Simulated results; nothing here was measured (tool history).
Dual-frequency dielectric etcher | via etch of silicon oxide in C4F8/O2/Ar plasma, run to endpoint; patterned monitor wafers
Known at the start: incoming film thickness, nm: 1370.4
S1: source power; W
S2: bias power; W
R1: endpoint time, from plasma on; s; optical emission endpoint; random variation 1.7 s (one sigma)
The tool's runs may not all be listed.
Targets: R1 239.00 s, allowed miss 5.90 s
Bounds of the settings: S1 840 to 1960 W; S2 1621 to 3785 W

run,hour,S1,S2,R1
1,0.0,1400,2703,265.58
2,3.2,1250,2703,274.26
3,10.2,1120,2703,281.54
4,17.0,1180,2755,271.23
5,23.2,1220,2795,274.02
6,26.9,1280,2853,266.36
7,32.3,1320,2888,260.71
8,37.1,1600,3038,249.29
9,41.4,1620,3061,248.14

4 next moves are on the table. One of them brings every result within its allowed miss. Which?
A,45.7,1960,3776,?
B,45.7,1660,3371,?
C,45.7,1570,2824,?
D,45.7,1630,2902,?

move,R1
A,222.11
B,239.12
C,255.06
D,250.91
A: takes the result that was furthest off past its target
B: meets every target
C: further off than the last run
D: further off than the last run
Move B is the one to make.
